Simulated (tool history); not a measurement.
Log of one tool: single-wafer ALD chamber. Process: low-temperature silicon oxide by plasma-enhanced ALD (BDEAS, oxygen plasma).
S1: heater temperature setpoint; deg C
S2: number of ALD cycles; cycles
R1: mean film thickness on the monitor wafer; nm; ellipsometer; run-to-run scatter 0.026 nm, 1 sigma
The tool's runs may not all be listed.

Run 1, hour 0.0: S1 120 deg C, S2 63 cycles. Result: R1 8.4976 nm.
Run 2, hour 6.6: S1 121 deg C, S2 60 cycles. Result: R1 8.1150 nm.
Run 3, hour 11.0: S1 121 deg C, S2 57 cycles. Result: R1 7.6392 nm.
Run 4, hour 16.8: S1 121 deg C, S2 61 cycles. Result: R1 8.1482 nm.
Run 5, hour 23.4: S1 121 deg C, S2 57 cycles. Result: R1 7.6435 nm.
Run 6, hour 26.9: S1 121 deg C, S2 55 cycles. Result: R1 7.3688 nm.
Run 7, hour 34.5: S1 121 deg C, S2 54 cycles. Result: R1 7.2527 nm.
Run 8, hour 40.8: S1 121 deg C, S2 53 cycles. Result: R1 7.1170 nm.

Estimate the outcome of run 9 from the log above:
Run 9, hour 42.7: S1 121 deg C, S2 52 cycles. Result: R1 ?.

For run 9 the tool returned R1 6.9889 nm.
